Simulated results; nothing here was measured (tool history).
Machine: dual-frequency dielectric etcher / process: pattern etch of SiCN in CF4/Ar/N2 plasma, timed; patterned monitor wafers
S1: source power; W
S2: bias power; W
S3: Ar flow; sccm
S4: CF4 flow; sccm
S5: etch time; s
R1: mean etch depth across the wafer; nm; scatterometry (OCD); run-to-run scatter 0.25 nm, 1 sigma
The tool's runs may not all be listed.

run  hour   S1  S2   S3  S4    S5      R1
  1     0  490  77  117  64  58.5   52.15
  2   6.5  510  77  117  64  58.5  54.372
  3  13.2  530  77  117  64  58.5  56.826
  4  17.1  540  77  117  64  58.5  57.524
  5  22.8  540  77  117  75  58.5  58.701
  6  25.3  540  77  103  75  58.5  60.121

Run 7, settings as shown, results not yet in. Your forecast:
  7  31.9  640  78  103  75  58.5   ?

{"run 7": {"R1": 70.717}}

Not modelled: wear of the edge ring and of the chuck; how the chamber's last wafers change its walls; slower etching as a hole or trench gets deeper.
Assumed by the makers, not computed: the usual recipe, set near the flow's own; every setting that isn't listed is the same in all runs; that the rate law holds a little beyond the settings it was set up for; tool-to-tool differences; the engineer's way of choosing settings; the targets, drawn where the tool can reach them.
